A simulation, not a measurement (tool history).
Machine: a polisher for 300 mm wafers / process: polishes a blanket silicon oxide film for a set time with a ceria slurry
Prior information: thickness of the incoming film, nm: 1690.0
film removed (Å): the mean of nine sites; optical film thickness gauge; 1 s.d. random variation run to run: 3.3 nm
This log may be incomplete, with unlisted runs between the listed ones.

run	day	flow of slurry (ml/min)	pressure of the wafer on the pad (kPa)	speed of the pad under the wafer (m/s)	polishing time (s)	film removed (Å)
1	0.000	255	24.8	1.02	25	1520.0
2	0.125	255	24.8	1.02	22	1344.9
3	0.450	255	27.6	1.04	22	1537.0
4	0.746	255	27.6	0.84	22	1267.8
5	1.088	255	30.3	0.88	22	1400.9
6	1.362	255	30.3	1.10	22	1760.9
7	1.538	255	31.7	1.10	22	1855.9

Run 8 has not been measured yet. What should we expect?
8	1.829	255	33.1	1.10	22	?

film removed (Å): 1960.9
